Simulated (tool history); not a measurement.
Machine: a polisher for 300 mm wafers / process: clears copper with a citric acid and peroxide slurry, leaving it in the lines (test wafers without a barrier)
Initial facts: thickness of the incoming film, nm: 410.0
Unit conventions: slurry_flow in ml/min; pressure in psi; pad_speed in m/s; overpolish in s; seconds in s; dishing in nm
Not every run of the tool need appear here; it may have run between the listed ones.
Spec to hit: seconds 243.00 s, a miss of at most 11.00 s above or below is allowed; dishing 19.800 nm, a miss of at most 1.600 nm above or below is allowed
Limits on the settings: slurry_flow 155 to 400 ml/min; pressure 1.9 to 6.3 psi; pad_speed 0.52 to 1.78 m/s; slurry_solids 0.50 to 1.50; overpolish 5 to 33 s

run	hour	slurry_flow	pressure	pad_speed	slurry_solids	overpolish	seconds	dishing
1	0.0	255	4.1	1.14	1.00	17	105.00	35.991
2	7.2	255	3.5	1.04	1.00	17	127.69	32.198
3	10.3	255	3.5	0.84	1.00	17	152.22	27.906
4	17.0	255	3.5	0.84	1.00	14	151.51	24.537
5	24.2	255	3.1	0.80	1.00	15	172.17	23.253
6	27.5	255	2.8	0.78	1.00	16	182.14	21.907
7	29.9	255	2.6	0.74	1.00	17	204.64	21.876
8	36.8	255	2.4	0.74	1.00	17	215.17	20.903
9	43.9	255	2.3	0.74	1.00	17	222.76	20.749
10	48.4	255	2.2	0.74	1.00	17	227.12	20.584

Below are 4 possible settings for the next run. Only one of them brings all results inside the allowed miss of their targets. Which is it?
A	52.9	230	2.3	0.58	1.00	15	?	?
B	52.9	220	1.9	0.64	1.05	17	?	?
C	52.9	280	2.1	0.68	1.05	18	?	?
D	52.9	225	2.2	0.76	0.55	16	?	?

move	seconds	dishing
A	268.60	15.430
B	272.96	16.951
C	239.79	19.914
D	265.05	16.503
A: takes the result that was furthest off past its target
B: takes the result that was furthest off past its target
C: meets every target
D: takes the result that was furthest off past its target
C meets every target.
